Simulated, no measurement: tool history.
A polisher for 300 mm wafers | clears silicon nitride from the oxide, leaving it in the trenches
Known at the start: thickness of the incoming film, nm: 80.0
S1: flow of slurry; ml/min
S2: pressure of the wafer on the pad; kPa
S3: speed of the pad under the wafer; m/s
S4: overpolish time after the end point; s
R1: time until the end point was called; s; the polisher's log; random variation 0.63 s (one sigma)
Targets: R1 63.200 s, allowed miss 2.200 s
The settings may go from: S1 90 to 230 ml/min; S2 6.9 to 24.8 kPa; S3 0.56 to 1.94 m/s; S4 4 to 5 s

run   hour   S1    S2    S3  S4       R1
  1    0.0  150  15.9  1.24   5   86.487
  2    8.8  155  16.5  1.24   5   81.199
  3   15.6  160  17.2  1.24   5   78.859
  4   22.8  160  17.9  1.24   5   75.862
  5   26.1  160  17.9  1.00   5   90.551
  6   34.2  160  17.9  0.74   5  117.350
  7   38.1  165  19.3  0.78   5  102.690
  8   44.9  165  20.0  0.80   5   97.517
  9   51.8  165  20.7  0.82   5   92.322
 10   57.2  170  21.4  0.84   5   86.993
 11   62.9  170  22.1  0.86   5   82.772
 12   70.3  170  22.8  0.88   5   77.714
 13   74.1  170  23.4  0.90   5   75.651
 14   82.1  170  23.4  0.90   5   75.598
 15   90.3  175  23.4  0.92   5   73.634
 16   98.0  175  23.4  0.94   5   71.759
 17  101.7  175  23.4  0.94   5   71.839

Which of these 5 next moves meets every target?
  A  105.4  155  19.3  0.94   4   ?
  B  105.4  150  24.8  0.88   4   ?
  C  105.4  180  24.8  1.14   5   ?
  D  105.4  205  24.1  1.16   4   ?
  E  105.4  215  22.8  1.10   4   ?

move      R1
   A  88.592
   B  73.515
   C  57.619
   D  57.281
   E  63.041
A: further off than the last run
B: further off than the last run
C: takes the result that was furthest off past its target
D: takes the result that was furthest off past its target
E: meets every target
The right move is E.
